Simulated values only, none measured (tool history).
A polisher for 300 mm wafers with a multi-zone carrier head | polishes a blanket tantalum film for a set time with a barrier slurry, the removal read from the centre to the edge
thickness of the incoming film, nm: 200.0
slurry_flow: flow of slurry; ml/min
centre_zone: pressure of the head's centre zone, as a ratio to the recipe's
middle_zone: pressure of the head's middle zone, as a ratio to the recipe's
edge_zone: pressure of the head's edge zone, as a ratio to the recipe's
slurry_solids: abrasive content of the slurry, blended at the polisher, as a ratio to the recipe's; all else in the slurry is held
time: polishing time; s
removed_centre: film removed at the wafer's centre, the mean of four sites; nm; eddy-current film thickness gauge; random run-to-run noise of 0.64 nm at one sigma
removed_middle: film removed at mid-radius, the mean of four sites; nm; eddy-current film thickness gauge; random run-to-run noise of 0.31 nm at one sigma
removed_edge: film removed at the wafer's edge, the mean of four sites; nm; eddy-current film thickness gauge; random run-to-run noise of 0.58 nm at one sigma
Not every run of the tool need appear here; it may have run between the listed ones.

{"run": 1, "hour": 0.0, "slurry_flow": 255, "centre_zone": 1, "middle_zone": 1, "edge_zone": 1, "slurry_solids": 1, "time": 34, "removed_centre": 73.039, "removed_middle": 71.664, "removed_edge": 71.803}
{"run": 2, "hour": 8.9, "slurry_flow": 250, "centre_zone": 1, "middle_zone": 0.97, "edge_zone": 0.99, "slurry_solids": 0.9, "time": 33, "removed_centre": 68.33, "removed_middle": 65.553, "removed_edge": 65.53}
{"run": 3, "hour": 14.8, "slurry_flow": 245, "centre_zone": 1, "middle_zone": 0.94, "edge_zone": 1.01, "slurry_solids": 0.85, "time": 32, "removed_centre": 63.832, "removed_middle": 61.329, "removed_edge": 63.453}
{"run": 4, "hour": 15.9, "slurry_flow": 245, "centre_zone": 1, "middle_zone": 0.94, "edge_zone": 1.01, "slurry_solids": 1.05, "time": 32, "removed_centre": 69.345, "removed_middle": 64.073, "removed_edge": 68.588}
{"run": 5, "hour": 18.3, "slurry_flow": 245, "centre_zone": 1, "middle_zone": 0.94, "edge_zone": 1.01, "slurry_solids": 1.05, "time": 26, "removed_centre": 57.001, "removed_middle": 52.321, "removed_edge": 56.749}
{"run": 6, "hour": 27.1, "slurry_flow": 220, "centre_zone": 1, "middle_zone": 0.94, "edge_zone": 1.01, "slurry_solids": 1.05, "time": 26, "removed_centre": 56.26, "removed_middle": 51.675, "removed_edge": 55.856}
{"run": 7, "hour": 30.6, "slurry_flow": 215, "centre_zone": 1, "middle_zone": 0.92, "edge_zone": 1, "slurry_solids": 1.05, "time": 26, "removed_centre": 55.536, "removed_middle": 50.593, "removed_edge": 54.344}
{"run": 8, "hour": 32.9, "slurry_flow": 210, "centre_zone": 1, "middle_zone": 0.9, "edge_zone": 1, "slurry_solids": 1.05, "time": 26, "removed_centre": 54.956, "removed_middle": 49.372, "removed_edge": 54.432}
{"run": 9, "hour": 33.8, "slurry_flow": 205, "centre_zone": 1.01, "middle_zone": 0.89, "edge_zone": 1, "slurry_solids": 1.05, "time": 26, "removed_centre": 56.03, "removed_middle": 49.005, "removed_edge": 54.19}
{"run": 10, "hour": 35.2, "slurry_flow": 200, "centre_zone": 1.01, "middle_zone": 0.88, "edge_zone": 1, "slurry_solids": 1.05, "time": 26, "removed_centre": 56.43, "removed_middle": 48.514, "removed_edge": 54.649}
{"run": 11, "hour": 43.8, "slurry_flow": 195, "centre_zone": 1.01, "middle_zone": 0.87, "edge_zone": 0.99, "slurry_solids": 1.05, "time": 26, "removed_centre": 54.871, "removed_middle": 47.443, "removed_edge": 54.629}

Expected results for the next run?
{"run": 12, "hour": 48.5, "slurry_flow": 190, "centre_zone": 1.02, "middle_zone": 0.87, "edge_zone": 0.98, "slurry_solids": 1.05, "time": 26, "removed_centre": "?", "removed_middle": "?", "removed_edge": "?"}

removed_centre: 56.032 nm
removed_middle: 47.236 nm
removed_edge: 54.332 nm
